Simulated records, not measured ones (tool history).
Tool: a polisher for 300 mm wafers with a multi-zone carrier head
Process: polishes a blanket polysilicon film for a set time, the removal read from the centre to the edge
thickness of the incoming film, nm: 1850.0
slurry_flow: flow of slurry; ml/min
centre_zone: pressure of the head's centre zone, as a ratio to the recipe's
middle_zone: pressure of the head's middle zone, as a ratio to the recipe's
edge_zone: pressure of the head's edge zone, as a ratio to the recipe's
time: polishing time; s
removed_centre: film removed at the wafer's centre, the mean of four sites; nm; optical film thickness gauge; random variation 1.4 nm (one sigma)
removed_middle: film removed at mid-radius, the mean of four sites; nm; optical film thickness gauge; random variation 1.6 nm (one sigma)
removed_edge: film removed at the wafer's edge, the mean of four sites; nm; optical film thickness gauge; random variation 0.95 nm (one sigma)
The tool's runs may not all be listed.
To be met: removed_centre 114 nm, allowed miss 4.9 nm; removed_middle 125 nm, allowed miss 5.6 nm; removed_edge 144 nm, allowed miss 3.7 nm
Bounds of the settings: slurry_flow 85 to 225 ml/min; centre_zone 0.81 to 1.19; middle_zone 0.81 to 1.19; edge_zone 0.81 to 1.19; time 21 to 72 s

run 1 day=0 | slurry_flow=145 centre_zone=1 middle_zone=1 edge_zone=1 time=46 | removed_centre=204.18 removed_middle=203.15 removed_edge=191.72
run 2 day=0.062 | slurry_flow=145 centre_zone=1 middle_zone=1 edge_zone=1 time=52 | removed_centre=224.78 removed_middle=228.99 removed_edge=217.53
run 3 day=0.325 | slurry_flow=135 centre_zone=0.97 middle_zone=0.98 edge_zone=1.03 time=49 | removed_centre=202.08 removed_middle=213.82 removed_edge=206.77
run 4 day=0.558 | slurry_flow=135 centre_zone=0.97 middle_zone=0.98 edge_zone=0.96 time=49 | removed_centre=209.12 removed_middle=207.7 removed_edge=198.24
run 5 day=0.708 | slurry_flow=130 centre_zone=0.94 middle_zone=0.95 edge_zone=0.98 time=46 | removed_centre=185.57 removed_middle=185.91 removed_edge=186.45
run 6 day=0.817 | slurry_flow=130 centre_zone=0.94 middle_zone=0.95 edge_zone=0.92 time=46 | removed_centre=187.86 removed_middle=186.08 removed_edge=180.05
run 7 day=1.058 | slurry_flow=125 centre_zone=0.92 middle_zone=0.94 edge_zone=0.94 time=44 | removed_centre=171.21 removed_middle=181.87 removed_edge=174.64
run 8 day=1.283 | slurry_flow=120 centre_zone=0.92 middle_zone=0.92 edge_zone=0.97 time=42 | removed_centre=164.61 removed_middle=168.7 removed_edge=169.35
run 9 day=1.442 | slurry_flow=115 centre_zone=0.9 middle_zone=0.9 edge_zone=0.99 time=40 | removed_centre=146.79 removed_middle=156.12 removed_edge=160.55
-- day=1.488 edge zone pressure recalibrated
run 10 day=1.488 | slurry_flow=110 centre_zone=0.89 middle_zone=0.89 edge_zone=1 time=39 | removed_centre=143.38 removed_middle=146.83 removed_edge=165.45
run 11 day=1.804 | slurry_flow=110 centre_zone=0.89 middle_zone=0.89 edge_zone=1 time=39 | removed_centre=142.07 removed_middle=143.77 removed_edge=164.04
run 12 day=1.9 | slurry_flow=105 centre_zone=0.88 middle_zone=0.89 edge_zone=0.99 time=38 | removed_centre=133.38 removed_middle=142.8 removed_edge=156.73
run 13 day=2.079 | slurry_flow=100 centre_zone=0.87 middle_zone=0.88 edge_zone=0.98 time=38 | removed_centre=127.75 removed_middle=139.73 removed_edge=153.86
run 14 day=2.304 | slurry_flow=100 centre_zone=0.87 middle_zone=0.87 edge_zone=0.97 time=38 | removed_centre=129.32 removed_middle=137.46 removed_edge=154.7
run 15 day=2.671 | slurry_flow=100 centre_zone=0.86 middle_zone=0.86 edge_zone=0.96 time=38 | removed_centre=128.83 removed_middle=138.11 removed_edge=153.39
run 16 day=3.012 | slurry_flow=100 centre_zone=0.85 middle_zone=0.85 edge_zone=0.96 time=38 | removed_centre=127.93 removed_middle=138.88 removed_edge=154.11

4 next moves are on the table. One of them brings every result within its allowed miss. Which?
run A day=3.354 | slurry_flow=90 centre_zone=1 middle_zone=0.81 edge_zone=1.05 time=36 | removed_centre=? removed_middle=? removed_edge=?
run B day=3.354 | slurry_flow=165 centre_zone=0.89 middle_zone=0.82 edge_zone=0.9 time=34 | removed_centre=? removed_middle=? removed_edge=?
run C day=3.354 | slurry_flow=105 centre_zone=0.84 middle_zone=0.84 edge_zone=0.97 time=42 | removed_centre=? removed_middle=? removed_edge=?
run D day=3.354 | slurry_flow=95 centre_zone=0.83 middle_zone=0.85 edge_zone=0.99 time=36 | removed_centre=? removed_middle=? removed_edge=?

move=A removed_centre=137.23 removed_middle=121.92 removed_edge=147.43
move=B removed_centre=138.34 removed_middle=136.25 removed_edge=144.45
move=C removed_centre=142.57 removed_middle=153.64 removed_edge=171.24
move=D removed_centre=116.3 removed_middle=128.55 removed_edge=145.01
A: further off than the last run
B: further off than the last run
C: further off than the last run
D: meets every target
Move D is the one to make.
